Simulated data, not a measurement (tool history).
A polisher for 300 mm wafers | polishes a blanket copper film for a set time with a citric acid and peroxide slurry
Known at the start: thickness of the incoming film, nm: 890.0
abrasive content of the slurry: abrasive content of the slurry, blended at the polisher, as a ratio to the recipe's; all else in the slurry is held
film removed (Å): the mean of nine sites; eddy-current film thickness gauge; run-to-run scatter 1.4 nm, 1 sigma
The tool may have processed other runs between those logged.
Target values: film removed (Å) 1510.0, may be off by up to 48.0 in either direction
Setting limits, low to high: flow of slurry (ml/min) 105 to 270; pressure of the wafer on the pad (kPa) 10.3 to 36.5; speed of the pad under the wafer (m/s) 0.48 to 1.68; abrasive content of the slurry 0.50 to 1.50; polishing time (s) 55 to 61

run	hour	flow of slurry (ml/min)	pressure of the wafer on the pad (kPa)	speed of the pad under the wafer (m/s)	abrasive content of the slurry	polishing time (s)	film removed (Å)
1	0.0	175	23.4	1.08	1.00	61	1868.5
2	3.4	190	23.4	1.08	1.00	61	1930.0
3	4.3	190	23.4	1.22	1.00	61	2194.8
4	8.6	190	23.4	1.04	1.00	61	1827.1
5	10.1	185	22.8	1.04	1.00	61	1792.5
6	13.2	185	22.8	1.04	1.20	61	1899.1
7	17.6	180	22.1	1.04	1.20	61	1819.0
# hour 19.7: slurry nozzle cleaned
8	19.7	175	21.4	1.04	1.20	61	1880.4
9	28.5	175	20.0	1.04	1.20	61	1782.9
10	35.5	175	18.6	1.04	1.20	61	1744.3
11	40.7	160	13.8	1.04	1.20	61	1385.6
12	41.3	165	14.5	1.04	1.20	61	1456.9

4 next moves are on the table. One of them brings every result within its allowed miss. Which?
A	41.9	150	15.2	1.02	1.40	61	?
B	41.9	210	11.0	1.28	0.90	58	?
C	41.9	175	17.2	1.00	1.25	55	?
D	41.9	180	16.5	0.98	1.20	58	?

move	film removed (Å)
A	1493.5
B	1381.6
C	1432.1
D	1433.9
A: every result lands within tolerance
B: further off than the last run
C: further off than the last run
D: further off than the last run
Correct choice: A, which meets every target
